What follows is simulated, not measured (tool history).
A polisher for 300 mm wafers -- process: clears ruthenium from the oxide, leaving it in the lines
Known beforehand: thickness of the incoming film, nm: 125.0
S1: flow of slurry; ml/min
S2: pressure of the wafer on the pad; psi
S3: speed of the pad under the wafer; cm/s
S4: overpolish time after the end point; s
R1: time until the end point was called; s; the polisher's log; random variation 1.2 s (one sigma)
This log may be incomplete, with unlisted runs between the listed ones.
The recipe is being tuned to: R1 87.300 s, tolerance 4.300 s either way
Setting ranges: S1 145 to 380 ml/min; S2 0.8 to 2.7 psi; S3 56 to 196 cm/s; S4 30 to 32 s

run	hour	S1	S2	S3	S4	R1
1	0.0	245	1.7	126	30	116.980
2	8.6	245	1.4	126	30	137.770
3	13.4	245	1.4	150	30	117.590
4	18.1	245	1.4	162	30	109.420
5	22.7	245	1.4	174	30	101.980
6	28.7	245	1.2	174	30	118.780
7	33.4	245	1.3	174	30	111.990
8	36.4	245	1.4	174	30	101.780

Pick the move, out of 5, that brings all results within their allowed miss; only one does.
A	39.4	275	1.7	196	30	?
B	39.4	210	1.5	196	32	?
C	39.4	170	1.7	160	31	?
D	39.4	220	1.7	188	31	?
E	39.4	285	1.8	174	30	?

move	R1
A	74.412
B	86.821
C	96.650
D	79.536
E	78.614
A: takes the biggest miss from the last run beyond its target
B: every result within its allowed miss
C: nearer the targets than the last run, but a result is still out of spec
D: takes the biggest miss from the last run beyond its target
E: takes the biggest miss from the last run beyond its target
B is the move that brings every result within its allowed miss.

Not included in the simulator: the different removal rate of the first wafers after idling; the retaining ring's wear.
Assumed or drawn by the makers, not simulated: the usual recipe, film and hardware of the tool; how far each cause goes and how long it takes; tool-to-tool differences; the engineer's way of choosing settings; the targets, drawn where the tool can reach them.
